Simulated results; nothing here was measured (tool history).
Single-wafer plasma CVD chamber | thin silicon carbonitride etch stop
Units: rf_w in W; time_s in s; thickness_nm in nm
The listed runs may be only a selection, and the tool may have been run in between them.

{"run": 1, "hour": 0.0, "rf_w": 270, "time_s": 8.2, "thickness_nm": 5.1383}
{"run": 2, "hour": 1.6, "rf_w": 255, "time_s": 7.71, "thickness_nm": 4.7236}
{"run": 3, "hour": 5.7, "rf_w": 255, "time_s": 8.3, "thickness_nm": 5.1027}
{"run": 4, "hour": 7.8, "rf_w": 230, "time_s": 8.3, "thickness_nm": 4.9868}
{"run": 5, "hour": 10.7, "rf_w": 225, "time_s": 7.84, "thickness_nm": 4.6365}
{"run": 6, "hour": 16.0, "rf_w": 190, "time_s": 7.84, "thickness_nm": 4.4946}
{"run": 7, "hour": 21.4, "rf_w": 190, "time_s": 7.53, "thickness_nm": 4.3081}

Expected results for the next run?
{"run": 8, "hour": 22.6, "rf_w": 185, "time_s": 6.31, "thickness_nm": "?"}

{"run 8": {"thickness_nm": 3.5801}}

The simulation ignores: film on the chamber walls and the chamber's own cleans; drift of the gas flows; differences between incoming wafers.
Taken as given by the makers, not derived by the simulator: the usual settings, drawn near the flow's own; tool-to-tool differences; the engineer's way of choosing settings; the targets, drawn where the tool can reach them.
